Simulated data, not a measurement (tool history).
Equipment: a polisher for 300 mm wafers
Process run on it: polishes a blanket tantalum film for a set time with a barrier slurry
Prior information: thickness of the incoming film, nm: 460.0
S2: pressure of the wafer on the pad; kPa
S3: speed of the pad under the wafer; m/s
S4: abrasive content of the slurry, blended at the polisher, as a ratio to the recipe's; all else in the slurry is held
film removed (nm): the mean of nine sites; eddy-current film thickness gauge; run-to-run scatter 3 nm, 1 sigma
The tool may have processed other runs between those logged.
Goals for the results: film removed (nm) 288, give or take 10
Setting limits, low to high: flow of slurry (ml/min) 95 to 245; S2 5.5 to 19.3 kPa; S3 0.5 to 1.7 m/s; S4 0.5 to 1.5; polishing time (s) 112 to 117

{"run": 1, "hour": 0.0, "flow of slurry (ml/min)": 155, "S2": 12.4, "S3": 1.1, "S4": 1, "polishing time (s)": 112, "film removed (nm)": 214.69}
{"run": 2, "hour": 2.6, "flow of slurry (ml/min)": 155, "S2": 11, "S3": 1.1, "S4": 1, "polishing time (s)": 112, "film removed (nm)": 199.44}
{"run": 3, "hour": 11.4, "flow of slurry (ml/min)": 155, "S2": 11, "S3": 0.96, "S4": 1, "polishing time (s)": 112, "film removed (nm)": 175.85}
{"run": 4, "hour": 19.1, "flow of slurry (ml/min)": 160, "S2": 12.4, "S3": 0.96, "S4": 1, "polishing time (s)": 112, "film removed (nm)": 193.2}
{"run": 5, "hour": 25.1, "flow of slurry (ml/min)": 165, "S2": 13.8, "S3": 0.96, "S4": 1, "polishing time (s)": 112, "film removed (nm)": 211.4}
{"run": 6, "hour": 28.6, "flow of slurry (ml/min)": 135, "S2": 13.8, "S3": 0.96, "S4": 1, "polishing time (s)": 112, "film removed (nm)": 201.84}
{"run": 7, "hour": 35.2, "flow of slurry (ml/min)": 135, "S2": 13.8, "S3": 0.96, "S4": 1, "polishing time (s)": 112, "film removed (nm)": 201.47}
{"run": 8, "hour": 37.5, "flow of slurry (ml/min)": 145, "S2": 14.5, "S3": 0.96, "S4": 1, "polishing time (s)": 112, "film removed (nm)": 214.08}
{"run": 9, "hour": 38.2, "flow of slurry (ml/min)": 155, "S2": 15.2, "S3": 0.96, "S4": 1, "polishing time (s)": 112, "film removed (nm)": 217.28}
{"run": 10, "hour": 44.8, "flow of slurry (ml/min)": 155, "S2": 15.2, "S3": 0.96, "S4": 1, "polishing time (s)": 112, "film removed (nm)": 220.88}

Of the 4 settings listed for the next run, only one would bring every result within its allowed miss of target. Which one?
{"run": "A", "hour": 51.4, "flow of slurry (ml/min)": 150, "S2": 15.2, "S3": 1.28, "S4": 1, "polishing time (s)": 117, "film removed (nm)": "?"}
{"run": "B", "hour": 51.4, "flow of slurry (ml/min)": 140, "S2": 16.5, "S3": 1.14, "S4": 0.95, "polishing time (s)": 117, "film removed (nm)": "?"}
{"run": "C", "hour": 51.4, "flow of slurry (ml/min)": 100, "S2": 15.2, "S3": 1.12, "S4": 1.3, "polishing time (s)": 117, "film removed (nm)": "?"}
{"run": "D", "hour": 51.4, "flow of slurry (ml/min)": 185, "S2": 16.5, "S3": 1.04, "S4": 0.95, "polishing time (s)": 112, "film removed (nm)": "?"}

move=A film_removed_(nm)=301.27
move=B film_removed_(nm)=283.35
move=C film_removed_(nm)=265.68
move=D film_removed_(nm)=255.48
A: the result that was furthest off in the last run now lies on the other side of its target
B: all results in spec
C: closes in on the targets versus the last run, not all within tolerance yet
D: closes in on the targets versus the last run, not all within tolerance yet
Answer: B
